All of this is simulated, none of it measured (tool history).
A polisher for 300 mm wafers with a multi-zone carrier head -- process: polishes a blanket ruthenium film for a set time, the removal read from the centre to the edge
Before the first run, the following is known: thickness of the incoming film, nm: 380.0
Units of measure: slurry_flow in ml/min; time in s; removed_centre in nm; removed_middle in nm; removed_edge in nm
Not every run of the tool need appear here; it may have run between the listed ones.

{"run": 1, "hour": 0.0, "slurry_flow": 245, "centre_zone": 1.0, "middle_zone": 1.0, "edge_zone": 1.0, "time": 61, "removed_centre": 65.133, "removed_middle": 68.028, "removed_edge": 67.4}
{"run": 2, "hour": 6.4, "slurry_flow": 235, "centre_zone": 1.0, "middle_zone": 0.98, "edge_zone": 1.01, "time": 60, "removed_centre": 64.633, "removed_middle": 66.211, "removed_edge": 66.346}
{"run": 3, "hour": 9.1, "slurry_flow": 235, "centre_zone": 1.0, "middle_zone": 0.98, "edge_zone": 1.04, "time": 60, "removed_centre": 65.08, "removed_middle": 65.275, "removed_edge": 67.437}
{"run": 4, "hour": 16.8, "slurry_flow": 235, "centre_zone": 1.0, "middle_zone": 0.98, "edge_zone": 1.0, "time": 60, "removed_centre": 64.232, "removed_middle": 65.689, "removed_edge": 66.498}
{"run": 5, "hour": 23.6, "slurry_flow": 230, "centre_zone": 1.0, "middle_zone": 0.96, "edge_zone": 1.01, "time": 59, "removed_centre": 64.123, "removed_middle": 63.277, "removed_edge": 65.483}
{"run": 6, "hour": 26.4, "slurry_flow": 225, "centre_zone": 0.99, "middle_zone": 0.94, "edge_zone": 1.01, "time": 58, "removed_centre": 61.586, "removed_middle": 60.925, "removed_edge": 64.879}
{"run": 7, "hour": 30.8, "slurry_flow": 220, "centre_zone": 0.99, "middle_zone": 0.93, "edge_zone": 1.01, "time": 58, "removed_centre": 61.915, "removed_middle": 60.149, "removed_edge": 64.947}
{"hour": 35.0, "done": "worn pad replaced by a new one"}
{"run": 8, "hour": 35.0, "slurry_flow": 215, "centre_zone": 0.99, "middle_zone": 0.92, "edge_zone": 1.01, "time": 58, "removed_centre": 66.389, "removed_middle": 62.721, "removed_edge": 67.494}
{"run": 9, "hour": 42.7, "slurry_flow": 225, "centre_zone": 0.99, "middle_zone": 0.91, "edge_zone": 1.02, "time": 57, "removed_centre": 63.248, "removed_middle": 62.115, "removed_edge": 67.539}
{"run": 10, "hour": 48.2, "slurry_flow": 215, "centre_zone": 0.99, "middle_zone": 0.9, "edge_zone": 1.02, "time": 56, "removed_centre": 62.706, "removed_middle": 59.952, "removed_edge": 66.494}
{"run": 11, "hour": 55.8, "slurry_flow": 210, "centre_zone": 0.99, "middle_zone": 0.89, "edge_zone": 1.02, "time": 55, "removed_centre": 61.465, "removed_middle": 58.531, "removed_edge": 66.157}

Run 12 comes next. What will it give?
{"run": 12, "hour": 62.6, "slurry_flow": 205, "centre_zone": 0.99, "middle_zone": 0.88, "edge_zone": 1.02, "time": 54, "removed_centre": "?", "removed_middle": "?", "removed_edge": "?"}

Run 12 gave removed_centre 59.922 nm, removed_middle 56.753 nm, removed_edge 64.372 nm.

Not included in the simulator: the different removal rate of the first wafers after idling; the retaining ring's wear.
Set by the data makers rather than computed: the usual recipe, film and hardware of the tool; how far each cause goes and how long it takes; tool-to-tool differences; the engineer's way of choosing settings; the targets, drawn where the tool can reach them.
